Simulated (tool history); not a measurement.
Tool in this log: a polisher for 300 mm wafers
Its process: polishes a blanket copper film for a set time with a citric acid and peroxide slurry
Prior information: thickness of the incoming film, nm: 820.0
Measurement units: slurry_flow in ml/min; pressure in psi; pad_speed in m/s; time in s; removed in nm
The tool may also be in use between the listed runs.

run,hour,slurry_flow,pressure,pad_speed,slurry_solids,time,removed
1,0,250,4.1,1.04,1,55,163.55
2,8,250,3.6,1.04,1,55,144.1
3,9.4,250,3.6,1.04,1,55,142.05
4,13.5,285,3.6,1.04,1,55,144.41
5,15.7,285,4,1.04,1,55,160.73
6,19.8,235,4,1.04,1,55,158.27
7,22.8,235,4,1.04,1,55,155.99
8,31.3,230,3.5,1.04,1,55,138.39
9,35.6,230,3.2,1.04,1,55,127.22
10,39,230,3,1.04,1,55,119.52
11,43.7,230,3,1.04,1,55,120.17
12,48.4,230,2.8,1.04,1,55,112.3

The next listed run, before its measurement:
13,52.2,230,2.7,1.04,1,55,?

removed: 108.57 nm

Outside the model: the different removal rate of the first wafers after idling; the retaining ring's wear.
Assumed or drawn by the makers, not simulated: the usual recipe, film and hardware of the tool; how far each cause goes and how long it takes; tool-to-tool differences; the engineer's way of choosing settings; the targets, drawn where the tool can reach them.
